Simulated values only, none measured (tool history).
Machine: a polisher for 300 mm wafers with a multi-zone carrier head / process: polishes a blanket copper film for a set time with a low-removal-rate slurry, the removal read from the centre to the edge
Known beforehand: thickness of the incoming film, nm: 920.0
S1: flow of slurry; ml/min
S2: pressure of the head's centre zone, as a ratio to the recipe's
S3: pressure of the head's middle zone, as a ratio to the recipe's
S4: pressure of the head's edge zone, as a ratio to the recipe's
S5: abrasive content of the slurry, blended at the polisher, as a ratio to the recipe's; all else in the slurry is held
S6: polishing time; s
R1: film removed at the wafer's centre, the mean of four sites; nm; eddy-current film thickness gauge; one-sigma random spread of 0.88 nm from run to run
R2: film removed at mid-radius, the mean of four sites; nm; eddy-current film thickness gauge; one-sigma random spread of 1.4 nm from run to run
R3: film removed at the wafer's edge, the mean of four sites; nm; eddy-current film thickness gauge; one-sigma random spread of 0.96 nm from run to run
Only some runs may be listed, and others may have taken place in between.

{"run": 1, "day": 0.0, "S1": 310, "S2": 1, "S3": 1, "S4": 1, "S5": 1, "S6": 62, "R1": 209.91, "R2": 216.52, "R3": 223.5}
{"run": 2, "day": 0.246, "S1": 300, "S2": 0.96, "S3": 0.97, "S4": 0.96, "S5": 0.85, "S6": 57, "R1": 174.9, "R2": 181.45, "R3": 191.39}
{"run": 3, "day": 0.467, "S1": 295, "S2": 0.93, "S3": 0.96, "S4": 0.92, "S5": 0.75, "S6": 55, "R1": 160.79, "R2": 172.34, "R3": 174.72}
{"run": 4, "day": 0.762, "S1": 295, "S2": 0.93, "S3": 0.96, "S4": 0.97, "S5": 0.75, "S6": 55, "R1": 159.39, "R2": 169.6, "R3": 180.93}
{"run": 5, "day": 1.129, "S1": 285, "S2": 0.9, "S3": 0.93, "S4": 0.93, "S5": 0.65, "S6": 54, "R1": 146.6, "R2": 156.76, "R3": 166.72}
{"run": 6, "day": 1.425, "S1": 350, "S2": 0.9, "S3": 0.93, "S4": 0.93, "S5": 0.65, "S6": 54, "R1": 147.93, "R2": 158.83, "R3": 169.04}
{"run": 7, "day": 1.8, "S1": 350, "S2": 0.88, "S3": 0.91, "S4": 0.9, "S5": 0.6, "S6": 53, "R1": 136.83, "R2": 149.07, "R3": 158.92}
{"run": 8, "day": 2.058, "S1": 350, "S2": 0.87, "S3": 0.89, "S4": 0.87, "S5": 0.55, "S6": 53, "R1": 134.01, "R2": 143.14, "R3": 151.46}
{"run": 9, "day": 2.25, "S1": 350, "S2": 0.87, "S3": 0.89, "S4": 0.87, "S5": 0.55, "S6": 53, "R1": 133.29, "R2": 141.89, "R3": 151.54}
{"run": 10, "day": 2.525, "S1": 350, "S2": 0.86, "S3": 0.88, "S4": 0.85, "S5": 0.55, "S6": 53, "R1": 133.47, "R2": 140.74, "R3": 151.19}
{"run": 11, "day": 2.871, "S1": 350, "S2": 0.85, "S3": 0.88, "S4": 0.84, "S5": 0.55, "S6": 53, "R1": 129.98, "R2": 138.62, "R3": 148.09}
{"run": 12, "day": 3.117, "S1": 350, "S2": 0.85, "S3": 0.88, "S4": 0.84, "S5": 0.55, "S6": 53, "R1": 130.62, "R2": 138.36, "R3": 152.01}

Expected results for the next run?
{"run": 13, "day": 3.412, "S1": 350, "S2": 0.85, "S3": 0.89, "S4": 0.84, "S5": 0.55, "S6": 52, "R1": "?", "R2": "?", "R3": "?"}

R1: 127.97 nm
R2: 137.87 nm
R3: 145.82 nm

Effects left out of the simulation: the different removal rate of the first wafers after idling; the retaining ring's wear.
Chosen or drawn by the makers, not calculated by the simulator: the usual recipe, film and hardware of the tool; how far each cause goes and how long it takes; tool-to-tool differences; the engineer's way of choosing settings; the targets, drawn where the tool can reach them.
